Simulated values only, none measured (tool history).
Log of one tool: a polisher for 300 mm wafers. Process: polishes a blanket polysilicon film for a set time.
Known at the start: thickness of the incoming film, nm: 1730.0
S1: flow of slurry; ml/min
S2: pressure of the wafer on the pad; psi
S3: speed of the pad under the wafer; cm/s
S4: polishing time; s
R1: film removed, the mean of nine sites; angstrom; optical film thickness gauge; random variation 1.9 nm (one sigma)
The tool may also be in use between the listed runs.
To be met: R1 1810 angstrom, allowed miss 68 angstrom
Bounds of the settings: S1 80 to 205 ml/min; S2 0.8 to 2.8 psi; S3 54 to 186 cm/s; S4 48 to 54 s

{"run": 1, "hour": 0.0, "S1": 135, "S2": 1.8, "S3": 118, "S4": 54, "R1": 3941.8}
{"run": 2, "hour": 2.5, "S1": 130, "S2": 1.6, "S3": 112, "S4": 54, "R1": 3341.2}
{"run": 3, "hour": 10.1, "S1": 130, "S2": 1.6, "S3": 92, "S4": 54, "R1": 2764.1}
{"run": 4, "hour": 13.3, "S1": 130, "S2": 1.4, "S3": 92, "S4": 54, "R1": 2381.8}
{"run": 5, "hour": 14.4, "S1": 130, "S2": 1.4, "S3": 92, "S4": 48, "R1": 2119.9}
{"run": 6, "hour": 21.7, "S1": 130, "S2": 1.3, "S3": 92, "S4": 48, "R1": 2009.3}
{"run": 7, "hour": 28.9, "S1": 115, "S2": 1.1, "S3": 92, "S4": 48, "R1": 1647}
{"run": 8, "hour": 32.0, "S1": 115, "S2": 1.1, "S3": 92, "S4": 48, "R1": 1647}
{"run": 9, "hour": 35.9, "S1": 130, "S2": 1.3, "S3": 92, "S4": 48, "R1": 1976.1}
{"run": 10, "hour": 38.9, "S1": 125, "S2": 1.3, "S3": 92, "S4": 48, "R1": 2000.7}
{"run": 11, "hour": 43.1, "S1": 120, "S2": 1.3, "S3": 92, "S4": 48, "R1": 1953}
{"run": 12, "hour": 47.0, "S1": 115, "S2": 1.3, "S3": 92, "S4": 48, "R1": 1930.2}
{"run": 13, "hour": 47.5, "S1": 110, "S2": 1.3, "S3": 92, "S4": 48, "R1": 1898}

Which of these 5 next moves meets every target?
{"run": "A", "hour": 48.0, "S1": 120, "S2": 1, "S3": 106, "S4": 54, "R1": "?"}
{"run": "B", "hour": 48.0, "S1": 120, "S2": 1.1, "S3": 94, "S4": 51, "R1": "?"}
{"run": "C", "hour": 48.0, "S1": 95, "S2": 1.1, "S3": 100, "S4": 54, "R1": "?"}
{"run": "D", "hour": 48.0, "S1": 110, "S2": 1.3, "S3": 92, "S4": 50, "R1": "?"}
{"run": "E", "hour": 48.0, "S1": 135, "S2": 1.1, "S3": 100, "S4": 51, "R1": "?"}

move=A R1=1996.6
move=B R1=1838.4
move=C R1=1959.3
move=D R1=2032.8
move=E R1=1996.9
A: further off than the last run
B: meets every target
C: further off than the last run
D: further off than the last run
E: further off than the last run
Move B is the one to make.

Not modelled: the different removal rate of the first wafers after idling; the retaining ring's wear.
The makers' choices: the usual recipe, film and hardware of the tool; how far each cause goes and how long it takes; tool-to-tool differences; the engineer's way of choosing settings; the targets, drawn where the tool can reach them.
